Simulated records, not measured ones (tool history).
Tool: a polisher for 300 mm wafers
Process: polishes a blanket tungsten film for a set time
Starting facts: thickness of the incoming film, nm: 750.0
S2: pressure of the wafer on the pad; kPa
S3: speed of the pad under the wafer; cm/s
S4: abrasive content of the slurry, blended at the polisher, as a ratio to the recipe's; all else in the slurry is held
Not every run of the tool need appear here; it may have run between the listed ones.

{"run": 1, "hour": 0.0, "flow of slurry (ml/min)": 170, "S2": 26.2, "S3": 120, "S4": 1.0, "polishing time (s)": 66, "film removed (Å)": 3224.6}
{"run": 2, "hour": 7.3, "flow of slurry (ml/min)": 170, "S2": 26.2, "S3": 120, "S4": 1.1, "polishing time (s)": 66, "film removed (Å)": 3259.8}
{"run": 3, "hour": 16.0, "flow of slurry (ml/min)": 170, "S2": 26.2, "S3": 144, "S4": 1.1, "polishing time (s)": 66, "film removed (Å)": 3958.7}
{"run": 4, "hour": 24.3, "flow of slurry (ml/min)": 170, "S2": 22.1, "S3": 142, "S4": 1.1, "polishing time (s)": 66, "film removed (Å)": 3274.3}
{"run": 5, "hour": 26.7, "flow of slurry (ml/min)": 170, "S2": 22.1, "S3": 142, "S4": 1.1, "polishing time (s)": 69, "film removed (Å)": 3424.0}
{"run": 6, "hour": 33.0, "flow of slurry (ml/min)": 170, "S2": 19.3, "S3": 142, "S4": 1.1, "polishing time (s)": 69, "film removed (Å)": 2995.5}
{"run": 7, "hour": 34.4, "flow of slurry (ml/min)": 170, "S2": 17.2, "S3": 142, "S4": 1.1, "polishing time (s)": 69, "film removed (Å)": 2705.9}
{"run": 8, "hour": 39.9, "flow of slurry (ml/min)": 165, "S2": 11.7, "S3": 140, "S4": 1.1, "polishing time (s)": 69, "film removed (Å)": 1844.2}

Estimate the outcome of run 9 from the log above:
{"run": 9, "hour": 43.2, "flow of slurry (ml/min)": 175, "S2": 12.4, "S3": 140, "S4": 1.1, "polishing time (s)": 69, "film removed (Å)": "?"}

Run 9 measured film removed (Å) 1961.3.

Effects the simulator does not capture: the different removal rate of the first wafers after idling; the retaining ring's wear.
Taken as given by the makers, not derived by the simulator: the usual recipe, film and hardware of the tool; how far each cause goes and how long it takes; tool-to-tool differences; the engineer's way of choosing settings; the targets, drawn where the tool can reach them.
